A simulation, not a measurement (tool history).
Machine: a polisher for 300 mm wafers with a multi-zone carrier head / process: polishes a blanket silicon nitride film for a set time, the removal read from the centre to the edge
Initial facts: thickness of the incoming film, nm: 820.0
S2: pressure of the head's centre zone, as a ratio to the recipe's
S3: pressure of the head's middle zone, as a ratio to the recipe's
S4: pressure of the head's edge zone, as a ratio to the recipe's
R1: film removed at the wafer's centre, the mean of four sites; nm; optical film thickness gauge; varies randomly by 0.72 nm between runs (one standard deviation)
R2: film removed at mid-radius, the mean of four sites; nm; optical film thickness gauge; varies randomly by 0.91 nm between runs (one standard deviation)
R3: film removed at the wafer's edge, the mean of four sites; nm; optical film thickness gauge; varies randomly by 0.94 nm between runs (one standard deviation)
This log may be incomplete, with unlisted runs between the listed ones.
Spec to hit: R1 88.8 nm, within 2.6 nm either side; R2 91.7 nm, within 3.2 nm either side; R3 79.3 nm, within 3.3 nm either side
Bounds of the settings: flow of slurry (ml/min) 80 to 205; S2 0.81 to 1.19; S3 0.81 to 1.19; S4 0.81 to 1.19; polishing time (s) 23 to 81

run 1 day=0 | flow_of_slurry_(ml/min)=135 S2=1 S3=1 S4=1 polishing_time_(s)=52 | R1=138 R2=140.67 R3=140.76
run 2 day=0.204 | flow_of_slurry_(ml/min)=135 S2=1 S3=1.01 S4=0.98 polishing_time_(s)=49 | R1=131.73 R2=130.61 R3=129.12
run 3 day=0.404 | flow_of_slurry_(ml/min)=135 S2=0.99 S3=1.02 S4=0.96 polishing_time_(s)=47 | R1=123.1 R2=127.89 R3=125.47
run 4 day=0.658 | flow_of_slurry_(ml/min)=135 S2=0.99 S3=1.02 S4=0.96 polishing_time_(s)=56 | R1=145.15 R2=150.03 R3=146.35
run 5 day=0.692 | flow_of_slurry_(ml/min)=135 S2=0.99 S3=1.02 S4=0.96 polishing_time_(s)=61 | R1=160.5 R2=165.49 R3=161.67
run 6 day=0.954 | flow_of_slurry_(ml/min)=155 S2=0.99 S3=1.02 S4=0.96 polishing_time_(s)=61 | R1=163.31 R2=170.38 R3=162.73
run 7 day=1.254 | flow_of_slurry_(ml/min)=155 S2=0.99 S3=1.02 S4=0.96 polishing_time_(s)=61 | R1=166.78 R2=166.9 R3=163.44
run 8 day=1.471 | flow_of_slurry_(ml/min)=140 S2=1.01 S3=1.09 S4=0.86 polishing_time_(s)=47 | R1=125.89 R2=132.02 R3=118.03
run 9 day=1.6 | flow_of_slurry_(ml/min)=140 S2=1.01 S3=1.09 S4=0.86 polishing_time_(s)=45 | R1=121.14 R2=129.18 R3=112.09
run 10 day=1.929 | flow_of_slurry_(ml/min)=140 S2=1.01 S3=1.09 S4=0.86 polishing_time_(s)=43 | R1=114.73 R2=123.98 R3=107.33
run 11 day=1.958 | flow_of_slurry_(ml/min)=145 S2=1.01 S3=1.08 S4=0.86 polishing_time_(s)=41 | R1=109.93 R2=117.3 R3=102.55
run 12 day=2.229 | flow_of_slurry_(ml/min)=145 S2=1.01 S3=1.08 S4=0.85 polishing_time_(s)=40 | R1=108.3 R2=114.11 R3=101.3
run 13 day=2.592 | flow_of_slurry_(ml/min)=145 S2=1.01 S3=1.08 S4=0.85 polishing_time_(s)=40 | R1=109.04 R2=115.32 R3=103.72
run 14 day=2.796 | flow_of_slurry_(ml/min)=140 S2=1.01 S3=1.08 S4=0.85 polishing_time_(s)=39 | R1=103.58 R2=111.37 R3=98.358
run 15 day=2.917 | flow_of_slurry_(ml/min)=105 S2=1.08 S3=1.05 S4=0.81 polishing_time_(s)=34 | R1=87.652 R2=86.797 R3=79.124

Below are 5 possible settings for the next run. Only one of them brings all results inside the allowed miss of their targets. Which is it?
run A day=3.038 | flow_of_slurry_(ml/min)=100 S2=1.18 S3=1.08 S4=0.81 polishing_time_(s)=33 | R1=? R2=? R3=?
run B day=3.038 | flow_of_slurry_(ml/min)=100 S2=1.07 S3=0.91 S4=0.86 polishing_time_(s)=35 | R1=? R2=? R3=?
run C day=3.038 | flow_of_slurry_(ml/min)=100 S2=1.09 S3=0.92 S4=0.84 polishing_time_(s)=35 | R1=? R2=? R3=?
run D day=3.038 | flow_of_slurry_(ml/min)=125 S2=1.09 S3=1.12 S4=0.86 polishing_time_(s)=32 | R1=? R2=? R3=?
run E day=3.038 | flow_of_slurry_(ml/min)=110 S2=1.16 S3=0.99 S4=0.81 polishing_time_(s)=33 | R1=? R2=? R3=?

move=A R1=90.326 R2=84.428 R3=76.033
move=B R1=89.064 R2=77.533 R3=82.91
move=C R1=90.274 R2=78.237 R3=82.065
move=D R1=89.014 R2=90.097 R3=79.005
move=E R1=92.236 R2=80.778 R3=77.668
A: lands further from the targets than the last run did
B: lands further from the targets than the last run did
C: lands further from the targets than the last run did
D: every result within its allowed miss
E: lands further from the targets than the last run did
Correct choice: D, which meets every target

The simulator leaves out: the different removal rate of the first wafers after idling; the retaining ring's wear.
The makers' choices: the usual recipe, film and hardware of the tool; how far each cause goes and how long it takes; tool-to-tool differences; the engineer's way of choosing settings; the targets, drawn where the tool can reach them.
